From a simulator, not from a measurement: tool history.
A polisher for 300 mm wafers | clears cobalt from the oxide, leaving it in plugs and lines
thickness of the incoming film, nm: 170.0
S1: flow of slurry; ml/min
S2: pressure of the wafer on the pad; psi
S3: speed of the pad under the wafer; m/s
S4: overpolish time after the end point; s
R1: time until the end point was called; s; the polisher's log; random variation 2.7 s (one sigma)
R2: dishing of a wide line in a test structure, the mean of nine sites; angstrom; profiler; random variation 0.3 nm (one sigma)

{"run": 1, "hour": 0.0, "S1": 205, "S2": 1.3, "S3": 0.9, "S4": 22, "R1": 43.366, "R2": 496.78}
{"run": 2, "hour": 2.6, "S1": 190, "S2": 1.2, "S3": 0.82, "S4": 20, "R1": 50.434, "R2": 414.65}
{"run": 3, "hour": 5.8, "S1": 180, "S2": 1.1, "S3": 0.76, "S4": 18, "R1": 61.361, "R2": 366.51}
{"run": 4, "hour": 13.7, "S1": 170, "S2": 1.0, "S3": 0.7, "S4": 16, "R1": 71.71, "R2": 276.97}
{"run": 5, "hour": 16.8, "S1": 170, "S2": 0.7, "S3": 0.7, "S4": 16, "R1": 100.9, "R2": 213.08}
{"run": 6, "hour": 23.7, "S1": 170, "S2": 0.9, "S3": 0.7, "S4": 16, "R1": 81.341, "R2": 246.2}
{"run": 7, "hour": 30.6, "S1": 170, "S2": 0.9, "S3": 0.66, "S4": 15, "R1": 85.114, "R2": 226.0}
{"run": 8, "hour": 35.5, "S1": 170, "S2": 0.9, "S3": 0.62, "S4": 15, "R1": 87.939, "R2": 226.39}

Forecast run 9:
{"run": 9, "hour": 37.7, "S1": 170, "S2": 0.9, "S3": 0.58, "S4": 14, "R1": "?", "R2": "?"}

R1: 95.187 s
R2: 191.58 angstrom
